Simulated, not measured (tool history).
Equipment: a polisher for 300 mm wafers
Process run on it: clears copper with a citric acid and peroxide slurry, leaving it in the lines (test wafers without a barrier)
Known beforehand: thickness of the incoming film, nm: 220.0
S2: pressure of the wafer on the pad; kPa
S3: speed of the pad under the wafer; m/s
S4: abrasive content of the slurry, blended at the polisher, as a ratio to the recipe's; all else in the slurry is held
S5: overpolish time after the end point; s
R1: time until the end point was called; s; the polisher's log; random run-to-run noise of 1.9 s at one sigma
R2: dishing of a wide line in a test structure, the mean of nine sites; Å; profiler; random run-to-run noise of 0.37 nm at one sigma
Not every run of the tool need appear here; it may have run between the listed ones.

{"run": 1, "hour": 0.0, "flow of slurry (ml/min)": 280, "S2": 15.2, "S3": 0.98, "S4": 1, "S5": 18, "R1": 166.73, "R2": 171.12}
{"run": 2, "hour": 5.8, "flow of slurry (ml/min)": 280, "S2": 15.2, "S3": 0.98, "S4": 1.1, "S5": 18, "R1": 167.47, "R2": 179.4}
{"run": 3, "hour": 12.9, "flow of slurry (ml/min)": 280, "S2": 15.2, "S3": 1.12, "S4": 1.1, "S5": 18, "R1": 144.7, "R2": 204.54}
{"run": 4, "hour": 19.0, "flow of slurry (ml/min)": 280, "S2": 11, "S3": 1.12, "S4": 1.1, "S5": 18, "R1": 193.63, "R2": 150.85}
{"run": 5, "hour": 21.9, "flow of slurry (ml/min)": 285, "S2": 12.4, "S3": 1.12, "S4": 1.15, "S5": 19, "R1": 177.32, "R2": 175.68}
{"run": 6, "hour": 27.4, "flow of slurry (ml/min)": 285, "S2": 12.4, "S3": 1.32, "S4": 1.15, "S5": 19, "R1": 150.67, "R2": 205.52}
{"run": 7, "hour": 32.8, "flow of slurry (ml/min)": 290, "S2": 13.1, "S3": 1.32, "S4": 1.15, "S5": 20, "R1": 141.19, "R2": 221.18}
{"hour": 33.6, "done": "slurry blender recalibrated"}
{"run": 8, "hour": 33.6, "flow of slurry (ml/min)": 275, "S2": 13.1, "S3": 1.34, "S4": 1.15, "S5": 26, "R1": 121.25, "R2": 319.99}
{"run": 9, "hour": 37.7, "flow of slurry (ml/min)": 275, "S2": 12.4, "S3": 1.34, "S4": 1.15, "S5": 26, "R1": 126.12, "R2": 307.86}

Expected results for the next run?
{"run": 10, "hour": 41.0, "flow of slurry (ml/min)": 275, "S2": 12.4, "S3": 1.34, "S4": 1.15, "S5": 26, "R1": "?", "R2": "?"}

{"run 10": {"R1": 127.24, "R2": 308.45}}

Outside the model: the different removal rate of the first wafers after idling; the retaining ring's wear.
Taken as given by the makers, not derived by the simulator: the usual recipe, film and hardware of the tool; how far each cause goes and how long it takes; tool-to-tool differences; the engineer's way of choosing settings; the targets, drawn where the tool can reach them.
